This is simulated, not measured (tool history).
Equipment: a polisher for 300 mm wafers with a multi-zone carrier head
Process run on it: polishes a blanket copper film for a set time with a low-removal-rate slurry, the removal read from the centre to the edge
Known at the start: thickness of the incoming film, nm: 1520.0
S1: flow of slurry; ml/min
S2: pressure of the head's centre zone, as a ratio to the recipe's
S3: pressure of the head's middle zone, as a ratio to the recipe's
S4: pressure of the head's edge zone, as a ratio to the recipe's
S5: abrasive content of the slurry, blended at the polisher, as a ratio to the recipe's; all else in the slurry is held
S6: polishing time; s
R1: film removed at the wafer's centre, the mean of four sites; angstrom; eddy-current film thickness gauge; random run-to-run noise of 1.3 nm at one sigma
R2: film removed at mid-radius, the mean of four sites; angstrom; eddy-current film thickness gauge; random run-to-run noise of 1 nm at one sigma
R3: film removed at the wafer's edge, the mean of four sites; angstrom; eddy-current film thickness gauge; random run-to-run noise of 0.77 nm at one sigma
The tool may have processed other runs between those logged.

Run 1, hour 0: S1 155 ml/min, S2 1, S3 1, S4 1, S5 1, S6 43 s. Result: R1 1395.4 angstrom, R2 1502.8 angstrom, R3 1498.1 angstrom.
Run 2, hour 3.5: S1 150 ml/min, S2 1.03, S3 1.01, S4 0.96, S5 0.95, S6 43 s. Result: R1 1411.7 angstrom, R2 1501 angstrom, R3 1458.5 angstrom.
Run 3, hour 8.1: S1 150 ml/min, S2 1.03, S3 0.93, S4 0.96, S5 0.95, S6 43 s. Result: R1 1401.3 angstrom, R2 1393.4 angstrom, R3 1464 angstrom.
Run 4, hour 10.1: S1 125 ml/min, S2 1.03, S3 0.93, S4 0.96, S5 0.95, S6 43 s. Result: R1 1334.1 angstrom, R2 1343 angstrom, R3 1415.7 angstrom.
At hour 14.9: centre zone pressure recalibrated.
Run 5, hour 14.9: S1 125 ml/min, S2 1.06, S3 0.96, S4 0.93, S5 0.9, S6 43 s. Result: R1 1441.2 angstrom, R2 1358.3 angstrom, R3 1385.1 angstrom.
Run 6, hour 23.2: S1 125 ml/min, S2 1.06, S3 0.96, S4 0.93, S5 0.7, S6 43 s. Result: R1 1345.5 angstrom, R2 1257 angstrom, R3 1278.9 angstrom.
Run 7, hour 29: S1 135 ml/min, S2 1.06, S3 0.99, S4 0.91, S5 0.7, S6 43 s. Result: R1 1404.5 angstrom, R2 1304 angstrom, R3 1283.4 angstrom.
Run 8, hour 30.8: S1 140 ml/min, S2 1.06, S3 1.02, S4 0.9, S5 0.7, S6 43 s. Result: R1 1401.5 angstrom, R2 1354.8 angstrom, R3 1293.9 angstrom.

What does the tool deliver on the next run?
Run 9, hour 32.5: S1 145 ml/min, S2 1.06, S3 1.04, S4 0.88, S5 0.7, S6 43 s. Result: R1 ?, R2 ?, R3 ?.

Run 9 measured R1 1403.3 angstrom, R2 1374 angstrom, R3 1282.8 angstrom.
